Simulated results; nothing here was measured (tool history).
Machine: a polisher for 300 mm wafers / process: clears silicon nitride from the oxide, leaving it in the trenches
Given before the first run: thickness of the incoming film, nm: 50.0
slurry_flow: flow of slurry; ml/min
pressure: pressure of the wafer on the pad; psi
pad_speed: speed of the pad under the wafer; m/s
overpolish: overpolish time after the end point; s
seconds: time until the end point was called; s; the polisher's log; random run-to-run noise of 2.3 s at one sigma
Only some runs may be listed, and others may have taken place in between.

Run 1, day 0.000: slurry_flow 165 ml/min, pressure 1.9 psi, pad_speed 0.80 m/s, overpolish 24 s. Result: seconds 124.54 s.
Run 2, day 0.150: slurry_flow 165 ml/min, pressure 1.7 psi, pad_speed 0.80 m/s, overpolish 24 s. Result: seconds 136.02 s.
Run 3, day 0.492: slurry_flow 165 ml/min, pressure 1.5 psi, pad_speed 0.80 m/s, overpolish 24 s. Result: seconds 153.56 s.
Run 4, day 0.721: slurry_flow 165 ml/min, pressure 1.4 psi, pad_speed 0.80 m/s, overpolish 24 s. Result: seconds 162.16 s.
Run 5, day 1.029: slurry_flow 165 ml/min, pressure 1.4 psi, pad_speed 0.80 m/s, overpolish 24 s. Result: seconds 163.49 s.
Run 6, day 1.083: slurry_flow 165 ml/min, pressure 1.3 psi, pad_speed 0.80 m/s, overpolish 24 s. Result: seconds 176.00 s.
Run 7, day 1.242: slurry_flow 165 ml/min, pressure 1.3 psi, pad_speed 0.80 m/s, overpolish 24 s. Result: seconds 173.06 s.

Run 8 is up next; what results do you expect?
Run 8, day 1.312: slurry_flow 165 ml/min, pressure 1.3 psi, pad_speed 0.80 m/s, overpolish 24 s. Result: seconds ?.

seconds: 174.01 s
